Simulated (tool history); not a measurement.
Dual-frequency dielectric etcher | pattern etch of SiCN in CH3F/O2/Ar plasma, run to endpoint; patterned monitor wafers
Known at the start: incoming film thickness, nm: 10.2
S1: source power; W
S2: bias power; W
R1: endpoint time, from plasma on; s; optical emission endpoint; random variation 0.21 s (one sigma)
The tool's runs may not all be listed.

{"run": 1, "hour": 0.0, "S1": 470, "S2": 65, "R1": 29.088}
{"run": 2, "hour": 8.4, "S1": 420, "S2": 65, "R1": 30.435}
{"run": 3, "hour": 13.4, "S1": 480, "S2": 65, "R1": 29.003}
{"run": 4, "hour": 16.7, "S1": 480, "S2": 69, "R1": 27.689}
{"run": 5, "hour": 20.8, "S1": 450, "S2": 69, "R1": 28.561}
{"run": 6, "hour": 26.6, "S1": 530, "S2": 69, "R1": 26.561}
{"run": 7, "hour": 28.1, "S1": 540, "S2": 69, "R1": 26.557}
{"run": 8, "hour": 33.7, "S1": 550, "S2": 69, "R1": 26.398}
{"run": 9, "hour": 38.5, "S1": 560, "S2": 69, "R1": 26.254}
{"run": 10, "hour": 46.5, "S1": 570, "S2": 69, "R1": 26.091}

Run 11 comes next. What will it give?
{"run": 11, "hour": 48.2, "S1": 580, "S2": 69, "R1": "?"}

R1: 25.838 s
